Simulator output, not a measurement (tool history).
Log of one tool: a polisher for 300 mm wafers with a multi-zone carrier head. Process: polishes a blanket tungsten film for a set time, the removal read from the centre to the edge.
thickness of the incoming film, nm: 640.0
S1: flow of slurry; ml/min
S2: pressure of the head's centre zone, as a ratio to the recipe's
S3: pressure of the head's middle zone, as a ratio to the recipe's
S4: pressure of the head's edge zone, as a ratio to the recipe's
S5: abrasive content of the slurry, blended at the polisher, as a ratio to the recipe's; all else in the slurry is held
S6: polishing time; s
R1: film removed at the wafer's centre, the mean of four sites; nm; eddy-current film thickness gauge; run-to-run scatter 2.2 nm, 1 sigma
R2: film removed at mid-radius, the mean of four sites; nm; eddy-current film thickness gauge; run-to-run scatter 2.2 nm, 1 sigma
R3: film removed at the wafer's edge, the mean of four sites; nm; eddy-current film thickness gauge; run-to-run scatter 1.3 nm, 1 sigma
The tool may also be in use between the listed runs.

Run 1, day 0: S1 180 ml/min, S2 1, S3 1, S4 1, S5 1, S6 34 s. Result: R1 251.43 nm, R2 257.65 nm, R3 243.67 nm.
Run 2, day 0.108: S1 180 ml/min, S2 0.94, S3 1, S4 1, S5 1, S6 34 s. Result: R1 230.9 nm, R2 253.88 nm, R3 243.35 nm.
Run 3, day 0.421: S1 180 ml/min, S2 0.94, S3 1, S4 1, S5 1.1, S6 34 s. Result: R1 246 nm, R2 262.84 nm, R3 246.91 nm.
Run 4, day 0.612: S1 185 ml/min, S2 0.99, S3 1.02, S4 0.96, S5 1, S6 30 s. Result: R1 219.97 nm, R2 232.02 nm, R3 210.56 nm.
Run 5, day 0.9: S1 185 ml/min, S2 0.99, S3 1.02, S4 0.96, S5 1, S6 37 s. Result: R1 268.64 nm, R2 281.59 nm, R3 262.42 nm.
Run 6, day 1.267: S1 185 ml/min, S2 1.02, S3 1.03, S4 0.93, S5 0.9, S6 33 s. Result: R1 247.49 nm, R2 250.85 nm, R3 225.46 nm.
Run 7, day 1.288: S1 185 ml/min, S2 1.02, S3 1.04, S4 0.91, S5 0.8, S6 30 s. Result: R1 219.81 nm, R2 226.66 nm, R3 196.38 nm.
Run 8, day 1.612: S1 180 ml/min, S2 1.01, S3 1.03, S4 0.89, S5 0.7, S6 28 s. Result: R1 192.87 nm, R2 202.32 nm, R3 174.86 nm.

What does the tool deliver on the next run?
Run 9, day 1.654: S1 175 ml/min, S2 1.01, S3 1.03, S4 0.87, S5 0.65, S6 27 s. Result: R1 ?, R2 ?, R3 ?.

R1: 182.42 nm
R2: 181.01 nm
R3: 164.86 nm

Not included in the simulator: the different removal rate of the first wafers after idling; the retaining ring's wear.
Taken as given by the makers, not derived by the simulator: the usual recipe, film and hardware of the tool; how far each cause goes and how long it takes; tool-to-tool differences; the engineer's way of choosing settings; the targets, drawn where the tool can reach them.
